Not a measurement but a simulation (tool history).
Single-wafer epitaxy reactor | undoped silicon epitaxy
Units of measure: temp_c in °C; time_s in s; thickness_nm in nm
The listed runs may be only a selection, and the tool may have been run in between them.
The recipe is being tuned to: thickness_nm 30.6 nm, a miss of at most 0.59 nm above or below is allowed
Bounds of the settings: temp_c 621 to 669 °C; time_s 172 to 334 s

Run 1, hour 0: temp_c 645 °C, time_s 253 s. Result: thickness_nm 40.279 nm.
Run 2, hour 7.5: temp_c 650 °C, time_s 253 s. Result: thickness_nm 44.073 nm.
Run 3, hour 11.1: temp_c 658 °C, time_s 253 s. Result: thickness_nm 51.752 nm.
Run 4, hour 14.3: temp_c 650 °C, time_s 253 s. Result: thickness_nm 43.977 nm.
Run 5, hour 19.3: temp_c 644 °C, time_s 252 s. Result: thickness_nm 38.873 nm.
Run 6, hour 25.2: temp_c 640 °C, time_s 252 s. Result: thickness_nm 36.104 nm.
Run 7, hour 28.1: temp_c 637 °C, time_s 252 s. Result: thickness_nm 34.067 nm.
Run 8, hour 29.2: temp_c 635 °C, time_s 252 s. Result: thickness_nm 32.579 nm.
Run 9, hour 35.3: temp_c 634 °C, time_s 252 s. Result: thickness_nm 32.256 nm.

Of the 4 settings listed for the next run, only one would bring every result within its allowed miss of target. Which one?
Run A, hour 41.4: temp_c 630 °C, time_s 247 s. Result: thickness_nm ?.
Run B, hour 41.4: temp_c 631 °C, time_s 255 s. Result: thickness_nm ?.
Run C, hour 41.4: temp_c 636 °C, time_s 258 s. Result: thickness_nm ?.
Run D, hour 41.4: temp_c 631 °C, time_s 242 s. Result: thickness_nm ?.

move  thickness_nm
   A          29.3
   B        30.854
   C        34.446
   D        29.281
A: the result that was furthest off in the last run now lies on the other side of its target
B: every result lands within tolerance
C: misses by more than the last run did
D: the result that was furthest off in the last run now lies on the other side of its target
The move that meets every target is B.
